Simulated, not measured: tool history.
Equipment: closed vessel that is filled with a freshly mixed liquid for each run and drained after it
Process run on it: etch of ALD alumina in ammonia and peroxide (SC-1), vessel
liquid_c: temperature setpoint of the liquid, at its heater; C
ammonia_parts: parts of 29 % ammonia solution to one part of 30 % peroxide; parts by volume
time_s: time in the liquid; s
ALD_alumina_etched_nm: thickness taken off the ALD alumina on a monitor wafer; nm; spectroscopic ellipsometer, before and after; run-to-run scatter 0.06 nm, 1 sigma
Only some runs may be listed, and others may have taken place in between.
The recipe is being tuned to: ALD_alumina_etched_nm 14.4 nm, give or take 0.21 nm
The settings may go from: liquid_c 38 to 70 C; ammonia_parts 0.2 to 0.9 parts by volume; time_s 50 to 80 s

run 1 hour=0 | liquid_c=54 ammonia_parts=0.5 time_s=80 | ALD_alumina_etched_nm=7.7466
run 2 hour=8 | liquid_c=54 ammonia_parts=0.65 time_s=80 | ALD_alumina_etched_nm=7.904
run 3 hour=11.2 | liquid_c=54 ammonia_parts=0.75 time_s=80 | ALD_alumina_etched_nm=8.0217
run 4 hour=15.3 | liquid_c=54 ammonia_parts=0.75 time_s=50 | ALD_alumina_etched_nm=5.0695
run 5 hour=20.8 | liquid_c=56.5 ammonia_parts=0.7 time_s=50 | ALD_alumina_etched_nm=5.7416
run 6 hour=22.4 | liquid_c=56.5 ammonia_parts=0.7 time_s=80 | ALD_alumina_etched_nm=9.1915
run 7 hour=24.7 | liquid_c=57.5 ammonia_parts=0.7 time_s=80 | ALD_alumina_etched_nm=9.5816
run 8 hour=28.6 | liquid_c=58.5 ammonia_parts=0.7 time_s=80 | ALD_alumina_etched_nm=10.075
run 9 hour=29.3 | liquid_c=59.5 ammonia_parts=0.7 time_s=80 | ALD_alumina_etched_nm=10.61
run 10 hour=35 | liquid_c=60 ammonia_parts=0.7 time_s=80 | ALD_alumina_etched_nm=11.029
run 11 hour=37.9 | liquid_c=60.5 ammonia_parts=0.7 time_s=80 | ALD_alumina_etched_nm=11.316
run 12 hour=42.4 | liquid_c=61 ammonia_parts=0.7 time_s=80 | ALD_alumina_etched_nm=11.582
run 13 hour=47.1 | liquid_c=61.5 ammonia_parts=0.7 time_s=80 | ALD_alumina_etched_nm=11.846
run 14 hour=53.7 | liquid_c=61.5 ammonia_parts=0.7 time_s=80 | ALD_alumina_etched_nm=11.835
run 15 hour=60.2 | liquid_c=62 ammonia_parts=0.7 time_s=80 | ALD_alumina_etched_nm=12.112
run 16 hour=63.3 | liquid_c=62.5 ammonia_parts=0.7 time_s=80 | ALD_alumina_etched_nm=12.445
run 17 hour=67.4 | liquid_c=63 ammonia_parts=0.7 time_s=80 | ALD_alumina_etched_nm=12.877
run 18 hour=69.6 | liquid_c=63.5 ammonia_parts=0.7 time_s=80 | ALD_alumina_etched_nm=13.074
run 19 hour=73.7 | liquid_c=64 ammonia_parts=0.7 time_s=80 | ALD_alumina_etched_nm=13.435
run 20 hour=80 | liquid_c=64.5 ammonia_parts=0.7 time_s=80 | ALD_alumina_etched_nm=13.751
run 21 hour=87.7 | liquid_c=64.5 ammonia_parts=0.7 time_s=80 | ALD_alumina_etched_nm=13.733
run 22 hour=93.4 | liquid_c=65 ammonia_parts=0.7 time_s=80 | ALD_alumina_etched_nm=14.095

Pick the move, out of 4, that brings all results within their allowed miss; only one does.
run A hour=99.1 | liquid_c=66 ammonia_parts=0.7 time_s=80 | ALD_alumina_etched_nm=?
run B hour=99.1 | liquid_c=66 ammonia_parts=0.75 time_s=75 | ALD_alumina_etched_nm=?
run C hour=99.1 | liquid_c=65.5 ammonia_parts=0.4 time_s=80 | ALD_alumina_etched_nm=?
run D hour=99.1 | liquid_c=67 ammonia_parts=0.6 time_s=75 | ALD_alumina_etched_nm=?

move=A ALD_alumina_etched_nm=14.77
move=B ALD_alumina_etched_nm=13.937
move=C ALD_alumina_etched_nm=13.67
move=D ALD_alumina_etched_nm=14.334
A: takes the biggest miss from the last run beyond its target
B: misses by more than the last run did
C: misses by more than the last run did
D: all results land within tolerance of their targets
Go with D: it meets all targets.

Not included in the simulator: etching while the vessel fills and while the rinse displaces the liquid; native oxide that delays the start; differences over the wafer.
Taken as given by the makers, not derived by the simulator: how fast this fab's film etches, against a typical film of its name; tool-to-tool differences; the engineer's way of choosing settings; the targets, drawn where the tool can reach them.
